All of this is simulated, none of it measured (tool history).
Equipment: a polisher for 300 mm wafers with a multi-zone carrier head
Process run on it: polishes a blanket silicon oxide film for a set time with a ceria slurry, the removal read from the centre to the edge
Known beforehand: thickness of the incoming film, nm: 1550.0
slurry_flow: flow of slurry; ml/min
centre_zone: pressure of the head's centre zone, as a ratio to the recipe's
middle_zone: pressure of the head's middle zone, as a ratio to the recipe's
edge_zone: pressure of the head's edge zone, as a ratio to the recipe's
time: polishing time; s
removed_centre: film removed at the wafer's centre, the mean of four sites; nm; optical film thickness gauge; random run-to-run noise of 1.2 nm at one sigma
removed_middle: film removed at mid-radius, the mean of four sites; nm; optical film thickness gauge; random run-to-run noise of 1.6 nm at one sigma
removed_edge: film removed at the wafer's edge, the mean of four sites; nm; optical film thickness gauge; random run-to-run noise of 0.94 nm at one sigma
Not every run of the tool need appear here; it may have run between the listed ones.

run 1 day=0.000 | slurry_flow=295 centre_zone=1.00 middle_zone=1.00 edge_zone=1.00 time=46 | removed_centre=198.44 removed_middle=205.75 removed_edge=202.97
run 2 day=0.321 | slurry_flow=295 centre_zone=1.00 middle_zone=1.00 edge_zone=1.04 time=46 | removed_centre=200.22 removed_middle=206.06 removed_edge=207.41
run 3 day=0.646 | slurry_flow=295 centre_zone=1.05 middle_zone=1.00 edge_zone=1.04 time=46 | removed_centre=212.76 removed_middle=205.61 removed_edge=207.78
run 4 day=0.767 | slurry_flow=300 centre_zone=1.05 middle_zone=1.01 edge_zone=0.98 time=42 | removed_centre=192.34 removed_middle=191.69 removed_edge=183.13
run 5 day=0.946 | slurry_flow=295 centre_zone=1.05 middle_zone=1.00 edge_zone=0.93 time=40 | removed_centre=184.62 removed_middle=179.38 removed_edge=170.52
run 6 day=1.133 | slurry_flow=270 centre_zone=1.05 middle_zone=1.00 edge_zone=0.93 time=40 | removed_centre=181.17 removed_middle=174.50 removed_edge=169.55
run 7 day=1.488 | slurry_flow=270 centre_zone=1.05 middle_zone=1.01 edge_zone=0.90 time=38 | removed_centre=172.74 removed_middle=171.37 removed_edge=160.00

Forecast run 8:
run 8 day=1.583 | slurry_flow=270 centre_zone=1.05 middle_zone=1.01 edge_zone=0.88 time=37 | removed_centre=? removed_middle=? removed_edge=?

removed_centre: 166.34 nm
removed_middle: 163.78 nm
removed_edge: 153.31 nm
